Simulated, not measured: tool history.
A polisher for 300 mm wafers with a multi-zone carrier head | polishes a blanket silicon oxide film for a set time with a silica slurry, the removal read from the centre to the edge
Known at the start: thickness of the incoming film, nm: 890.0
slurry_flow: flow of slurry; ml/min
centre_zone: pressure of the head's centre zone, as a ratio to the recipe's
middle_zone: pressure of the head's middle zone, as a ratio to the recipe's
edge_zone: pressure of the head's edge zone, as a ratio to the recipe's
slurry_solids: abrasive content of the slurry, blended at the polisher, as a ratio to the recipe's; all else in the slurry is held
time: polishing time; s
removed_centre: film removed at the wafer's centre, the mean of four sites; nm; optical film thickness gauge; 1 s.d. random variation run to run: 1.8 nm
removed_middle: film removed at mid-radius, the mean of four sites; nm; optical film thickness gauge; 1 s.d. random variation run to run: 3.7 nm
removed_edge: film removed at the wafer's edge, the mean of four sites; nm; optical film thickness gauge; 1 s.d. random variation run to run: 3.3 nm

| run | hour | slurry_flow | centre_zone | middle_zone | edge_zone | slurry_solids | time | removed_centre | removed_middle | removed_edge |
|---|---|---|---|---|---|---|---|---|---|---|
| 1 | 0.0 | 125 | 1.00 | 1.00 | 1.00 | 1.00 | 64 | 198.10 | 188.24 | 196.71 |
| 2 | 4.5 | 125 | 1.00 | 0.96 | 1.00 | 1.00 | 64 | 199.15 | 184.77 | 195.85 |
| 3 | 6.4 | 140 | 0.99 | 1.04 | 1.00 | 1.15 | 67 | 224.97 | 219.80 | 223.61 |
| 4 | 9.1 | 140 | 0.99 | 1.04 | 1.00 | 1.15 | 74 | 246.63 | 243.12 | 243.49 |
| 5 | 16.7 | 140 | 0.99 | 1.04 | 0.92 | 1.15 | 74 | 247.94 | 241.46 | 234.37 |
| 6 | 17.5 | 140 | 0.99 | 1.04 | 0.92 | 1.00 | 74 | 234.76 | 225.75 | 224.94 |
| 7 | 24.2 | 150 | 0.99 | 1.09 | 0.97 | 1.15 | 74 | 255.12 | 258.87 | 241.04 |
| 8 | 27.1 | 155 | 0.99 | 1.11 | 1.03 | 1.25 | 74 | 260.55 | 269.40 | 254.63 |
| 9 | 31.6 | 160 | 0.99 | 1.13 | 1.06 | 1.35 | 75 | 275.92 | 291.38 | 276.36 |

Estimate the outcome of run 10 from the log above:
| 10 | 39.7 | 170 | 0.99 | 1.15 | 1.08 | 1.40 | 75 | ? | ? | ? |

{"run 10": {"removed_centre": 280.43, "removed_middle": 304.08, "removed_edge": 285.42}}
